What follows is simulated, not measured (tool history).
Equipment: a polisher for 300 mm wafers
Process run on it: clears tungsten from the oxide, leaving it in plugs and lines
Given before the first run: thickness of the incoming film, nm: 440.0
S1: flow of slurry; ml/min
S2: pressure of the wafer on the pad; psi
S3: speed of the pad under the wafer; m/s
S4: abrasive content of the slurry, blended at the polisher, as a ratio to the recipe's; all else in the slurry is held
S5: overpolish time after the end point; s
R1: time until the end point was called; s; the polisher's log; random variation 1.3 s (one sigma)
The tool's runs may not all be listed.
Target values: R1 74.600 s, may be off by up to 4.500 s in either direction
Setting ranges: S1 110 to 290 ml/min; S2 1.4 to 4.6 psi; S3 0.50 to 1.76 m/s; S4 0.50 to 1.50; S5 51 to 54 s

| run | hour | S1 | S2 | S3 | S4 | S5 | R1 |
|---|---|---|---|---|---|---|---|
| 1 | 0.0 | 185 | 3.0 | 1.12 | 1.00 | 51 | 120.110 |
| 2 | 6.7 | 185 | 3.0 | 1.12 | 1.00 | 54 | 120.840 |
| 3 | 10.9 | 185 | 2.4 | 1.12 | 1.00 | 54 | 148.640 |
| 4 | 18.8 | 185 | 3.0 | 1.16 | 1.00 | 54 | 121.420 |
| 5 | 27.6 | 140 | 3.0 | 1.16 | 1.00 | 54 | 122.270 |
| 6 | 32.5 | 175 | 3.0 | 1.16 | 1.00 | 54 | 117.780 |
| 7 | 36.6 | 175 | 3.4 | 1.18 | 1.00 | 54 | 105.590 |
| 8 | 39.9 | 175 | 3.7 | 1.20 | 1.00 | 54 | 91.988 |
| 9 | 48.3 | 175 | 3.9 | 1.22 | 1.00 | 54 | 90.355 |
| 10 | 50.3 | 175 | 4.1 | 1.24 | 1.00 | 54 | 85.175 |
| 11 | 53.3 | 175 | 4.2 | 1.26 | 1.00 | 54 | 83.610 |

Exactly one of the 5 candidate moves below puts every result within its allowed miss. Which one?
| A | 56.3 | 160 | 4.6 | 1.04 | 0.95 | 51 | ? |
| B | 56.3 | 160 | 3.9 | 1.04 | 1.00 | 51 | ? |
| C | 56.3 | 155 | 4.0 | 1.20 | 1.05 | 54 | ? |
| D | 56.3 | 180 | 4.3 | 1.02 | 1.25 | 51 | ? |
| E | 56.3 | 150 | 4.6 | 1.40 | 0.90 | 54 | ? |

| move | R1 |
|---|---|
| A | 87.993 |
| B | 102.350 |
| C | 91.025 |
| D | 88.803 |
| E | 74.507 |
A: lands further from the targets than the last run did
B: lands further from the targets than the last run did
C: lands further from the targets than the last run did
D: lands further from the targets than the last run did
E: in spec on every target
Go with E: it meets all targets.
